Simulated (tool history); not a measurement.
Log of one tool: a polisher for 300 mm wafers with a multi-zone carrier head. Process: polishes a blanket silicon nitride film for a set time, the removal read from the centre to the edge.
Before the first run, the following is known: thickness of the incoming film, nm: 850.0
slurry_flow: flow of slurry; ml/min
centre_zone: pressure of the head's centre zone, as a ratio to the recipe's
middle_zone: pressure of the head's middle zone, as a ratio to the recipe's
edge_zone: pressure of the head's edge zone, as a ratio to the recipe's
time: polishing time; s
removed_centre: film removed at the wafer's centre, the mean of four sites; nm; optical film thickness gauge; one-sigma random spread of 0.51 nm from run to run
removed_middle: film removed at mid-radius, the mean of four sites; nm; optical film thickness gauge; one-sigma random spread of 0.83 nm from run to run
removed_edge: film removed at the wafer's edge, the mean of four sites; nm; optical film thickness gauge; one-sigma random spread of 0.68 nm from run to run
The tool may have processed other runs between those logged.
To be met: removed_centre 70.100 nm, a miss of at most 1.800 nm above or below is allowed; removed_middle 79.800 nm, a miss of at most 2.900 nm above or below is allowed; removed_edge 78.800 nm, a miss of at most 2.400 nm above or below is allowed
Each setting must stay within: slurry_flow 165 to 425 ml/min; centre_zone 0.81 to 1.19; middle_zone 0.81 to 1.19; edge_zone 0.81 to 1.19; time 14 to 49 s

run	day	slurry_flow	centre_zone	middle_zone	edge_zone	time	removed_centre	removed_middle	removed_edge
1	0.000	275	1.00	1.00	1.00	31	87.129	92.936	92.846
2	0.350	240	1.00	1.00	1.00	31	86.078	93.244	90.875
3	0.617	235	0.97	0.98	0.97	31	82.864	88.660	90.950
4	0.642	230	0.96	0.99	0.95	30	79.682	88.316	85.335
5	0.892	230	0.90	0.99	0.95	30	74.253	87.616	85.700
6	0.996	225	0.90	0.98	0.93	30	73.333	85.054	86.370
7	1.142	245	0.94	1.00	0.90	27	69.765	78.942	74.679
8	1.508	245	0.94	1.00	0.91	27	71.692	78.549	76.233
9	1.779	245	0.93	1.00	0.92	27	69.827	80.044	75.314

Which one of the following 4 next-run settings gets every result inside its allowed miss? There is exactly one.
A	2.050	215	0.97	0.99	0.92	28	?	?	?
B	2.050	220	0.92	0.98	0.95	28	?	?	?
C	2.050	260	0.96	1.08	0.91	28	?	?	?
D	2.050	170	1.00	1.12	0.97	28	?	?	?

move	removed_centre	removed_middle	removed_edge
A	74.637	82.373	78.351
B	70.877	81.817	79.638
C	74.957	89.821	78.610
D	75.676	90.024	79.234
A: meets the target for the result that was furthest off, but another lies outside its allowed miss
B: meets every target
C: meets the target for the result that was furthest off, but another lies outside its allowed miss
D: meets the target for the result that was furthest off, but another lies outside its allowed miss
Go with B: it meets all targets.
